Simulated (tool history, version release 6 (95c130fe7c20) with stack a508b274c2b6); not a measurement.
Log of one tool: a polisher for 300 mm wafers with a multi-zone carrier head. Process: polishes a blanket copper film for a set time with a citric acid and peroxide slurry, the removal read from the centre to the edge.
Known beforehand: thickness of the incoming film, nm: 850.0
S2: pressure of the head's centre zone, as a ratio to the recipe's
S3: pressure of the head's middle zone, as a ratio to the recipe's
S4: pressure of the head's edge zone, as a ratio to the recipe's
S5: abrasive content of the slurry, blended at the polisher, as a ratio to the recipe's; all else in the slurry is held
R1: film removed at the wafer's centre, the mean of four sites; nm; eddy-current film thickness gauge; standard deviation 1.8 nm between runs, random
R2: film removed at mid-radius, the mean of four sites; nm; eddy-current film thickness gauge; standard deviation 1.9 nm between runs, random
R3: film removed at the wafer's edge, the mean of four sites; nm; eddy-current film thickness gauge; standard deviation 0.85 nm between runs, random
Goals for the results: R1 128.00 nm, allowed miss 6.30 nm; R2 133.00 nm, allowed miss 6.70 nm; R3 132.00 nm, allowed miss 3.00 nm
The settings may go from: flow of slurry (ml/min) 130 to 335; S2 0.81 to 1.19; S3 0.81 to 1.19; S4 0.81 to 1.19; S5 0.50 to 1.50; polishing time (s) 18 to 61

{"run": 1, "hour": 0.0, "flow of slurry (ml/min)": 215, "S2": 1.0, "S3": 1.0, "S4": 1.0, "S5": 1.0, "polishing time (s)": 39, "R1": 119.86, "R2": 112.14, "R3": 116.08}
{"run": 2, "hour": 6.7, "flow of slurry (ml/min)": 215, "S2": 1.0, "S3": 1.0, "S4": 1.0, "S5": 0.85, "polishing time (s)": 39, "R1": 114.35, "R2": 107.95, "R3": 111.02}
{"run": 3, "hour": 15.0, "flow of slurry (ml/min)": 170, "S2": 1.0, "S3": 1.0, "S4": 1.0, "S5": 0.85, "polishing time (s)": 39, "R1": 111.18, "R2": 108.18, "R3": 109.77}
{"run": 4, "hour": 19.2, "flow of slurry (ml/min)": 170, "S2": 1.01, "S3": 1.03, "S4": 1.03, "S5": 0.9, "polishing time (s)": 39, "R1": 113.73, "R2": 109.14, "R3": 112.7}
{"run": 5, "hour": 20.5, "flow of slurry (ml/min)": 170, "S2": 1.01, "S3": 0.98, "S4": 1.03, "S5": 0.9, "polishing time (s)": 39, "R1": 115.65, "R2": 106.54, "R3": 113.44}
{"run": 6, "hour": 26.8, "flow of slurry (ml/min)": 170, "S2": 1.01, "S3": 0.98, "S4": 1.03, "S5": 1.0, "polishing time (s)": 39, "R1": 114.75, "R2": 107.35, "R3": 115.86}
{"run": 7, "hour": 33.3, "flow of slurry (ml/min)": 180, "S2": 1.01, "S3": 1.02, "S4": 1.04, "S5": 1.05, "polishing time (s)": 39, "R1": 117.58, "R2": 112.85, "R3": 117.22}
{"run": 8, "hour": 37.9, "flow of slurry (ml/min)": 185, "S2": 1.01, "S3": 1.05, "S4": 1.06, "S5": 1.1, "polishing time (s)": 39, "R1": 118.98, "R2": 118.28, "R3": 120.14}
{"run": 9, "hour": 45.2, "flow of slurry (ml/min)": 195, "S2": 1.01, "S3": 1.06, "S4": 1.08, "S5": 1.15, "polishing time (s)": 39, "R1": 124.87, "R2": 118.3, "R3": 122.73}
{"run": 10, "hour": 52.4, "flow of slurry (ml/min)": 195, "S2": 1.0, "S3": 1.08, "S4": 1.09, "S5": 1.2, "polishing time (s)": 39, "R1": 126.01, "R2": 123.06, "R3": 125.01}
{"run": 11, "hour": 57.3, "flow of slurry (ml/min)": 200, "S2": 0.99, "S3": 1.09, "S4": 1.1, "S5": 1.2, "polishing time (s)": 39, "R1": 121.45, "R2": 126.36, "R3": 124.83}
{"run": 12, "hour": 63.9, "flow of slurry (ml/min)": 205, "S2": 0.99, "S3": 1.09, "S4": 1.11, "S5": 1.2, "polishing time (s)": 39, "R1": 121.06, "R2": 122.23, "R3": 126.13}

Consider the 4 candidate settings below. Which is the only one whose results all fall within their allowed miss of target?
{"run": "A", "hour": 70.5, "flow of slurry (ml/min)": 215, "S2": 0.99, "S3": 1.11, "S4": 1.1, "S5": 1.15, "polishing time (s)": 41, "R1": "?", "R2": "?", "R3": "?"}
{"run": "B", "hour": 70.5, "flow of slurry (ml/min)": 185, "S2": 0.95, "S3": 0.86, "S4": 1.19, "S5": 1.2, "polishing time (s)": 41, "R1": "?", "R2": "?", "R3": "?"}
{"run": "C", "hour": 70.5, "flow of slurry (ml/min)": 200, "S2": 0.94, "S3": 1.02, "S4": 1.19, "S5": 1.45, "polishing time (s)": 38, "R1": "?", "R2": "?", "R3": "?"}
{"run": "D", "hour": 70.5, "flow of slurry (ml/min)": 170, "S2": 1.05, "S3": 1.16, "S4": 0.99, "S5": 1.15, "polishing time (s)": 40, "R1": "?", "R2": "?", "R3": "?"}

move=A R1=124.22 R2=132.81 R3=131.23
move=B R1=118.18 R2=111.63 R3=136.46
move=C R1=114.08 R2=121.50 R3=132.42
move=D R1=125.36 R2=130.51 R3=119.83
A: each result inside its tolerance
B: takes the biggest miss from the last run beyond its target
C: brings the last run's worst result on target, with another outside its allowed miss
D: misses by more than the last run did
A meets every target.
